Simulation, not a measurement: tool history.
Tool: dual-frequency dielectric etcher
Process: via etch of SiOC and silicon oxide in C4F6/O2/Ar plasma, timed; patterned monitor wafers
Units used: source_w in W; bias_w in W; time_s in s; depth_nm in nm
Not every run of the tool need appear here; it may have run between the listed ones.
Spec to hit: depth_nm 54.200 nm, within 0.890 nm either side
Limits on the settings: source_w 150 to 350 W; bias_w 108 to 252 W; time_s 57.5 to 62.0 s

run	day	source_w	bias_w	time_s	depth_nm
1	0.000	250	180	62.0	66.238
2	0.150	250	167	62.0	64.835
3	0.212	230	163	62.0	61.215
4	0.517	230	163	57.5	56.837
5	0.833	230	163	62.0	61.148
6	0.962	220	162	62.0	59.499
7	1.258	170	157	62.0	49.368
8	1.625	180	157	62.0	51.849

Which single option among these 5 for the next run brings every result within its allowed miss of target? Just one does.
A	1.992	180	141	61.0	?
B	1.992	190	150	58.5	?
C	1.992	170	165	61.0	?
D	1.992	170	168	62.0	?
E	1.992	190	184	59.5	?

move	depth_nm
A	49.311
B	49.946
C	49.163
D	50.237
E	53.947
A: moves away from the targets compared with the last run
B: moves away from the targets compared with the last run
C: moves away from the targets compared with the last run
D: moves away from the targets compared with the last run
E: all results land within tolerance of their targets
Correct choice: E, which meets every target

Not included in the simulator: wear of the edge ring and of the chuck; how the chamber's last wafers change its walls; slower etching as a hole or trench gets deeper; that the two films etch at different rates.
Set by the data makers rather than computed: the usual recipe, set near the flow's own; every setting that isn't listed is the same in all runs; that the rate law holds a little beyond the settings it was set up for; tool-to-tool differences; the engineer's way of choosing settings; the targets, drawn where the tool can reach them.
